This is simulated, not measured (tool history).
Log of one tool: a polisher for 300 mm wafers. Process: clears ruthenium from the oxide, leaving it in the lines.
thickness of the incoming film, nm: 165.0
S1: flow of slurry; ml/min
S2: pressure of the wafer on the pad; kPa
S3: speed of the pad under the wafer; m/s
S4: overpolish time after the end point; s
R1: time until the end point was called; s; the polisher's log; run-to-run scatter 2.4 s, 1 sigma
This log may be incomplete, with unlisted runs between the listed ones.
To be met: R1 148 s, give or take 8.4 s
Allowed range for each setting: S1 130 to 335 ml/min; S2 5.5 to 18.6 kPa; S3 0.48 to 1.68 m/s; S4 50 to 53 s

| run | hour | S1 | S2 | S3 | S4 | R1 |
|---|---|---|---|---|---|---|
| 1 | 0 | 215 | 11.7 | 1.08 | 50 | 182.78 |
| 2 | 4.2 | 215 | 11.7 | 1.08 | 50 | 183.97 |
| 3 | 12.9 | 215 | 12.4 | 1.08 | 50 | 176.15 |
| 4 | 21 | 215 | 12.4 | 0.84 | 50 | 221.67 |
| 5 | 22.4 | 215 | 13.8 | 0.86 | 50 | 208.73 |
| 6 | 25.5 | 215 | 15.9 | 0.86 | 50 | 178.56 |
| 7 | 33.4 | 215 | 16.5 | 0.86 | 50 | 177.71 |
| 8 | 38.5 | 215 | 17.2 | 0.88 | 50 | 170.48 |
| 9 | 47.2 | 215 | 17.9 | 0.9 | 50 | 162.83 |
| 10 | 49.8 | 215 | 17.9 | 0.92 | 50 | 157.46 |
| 11 | 54.9 | 215 | 17.9 | 0.92 | 50 | 158.31 |

Pick the move, out of 4, that brings all results within their allowed miss; only one does.
| A | 60 | 215 | 16.5 | 0.88 | 53 | ? |
| B | 60 | 260 | 13.8 | 1.04 | 50 | ? |
| C | 60 | 265 | 15.2 | 1.08 | 50 | ? |
| D | 60 | 245 | 17.2 | 0.86 | 52 | ? |

| move | R1 |
|---|---|
| A | 176.34 |
| B | 171.79 |
| C | 154.89 |
| D | 171.45 |
A: lands further from the targets than the last run did
B: lands further from the targets than the last run did
C: hits every target within its allowed miss
D: lands further from the targets than the last run did
The move that meets every target is C.
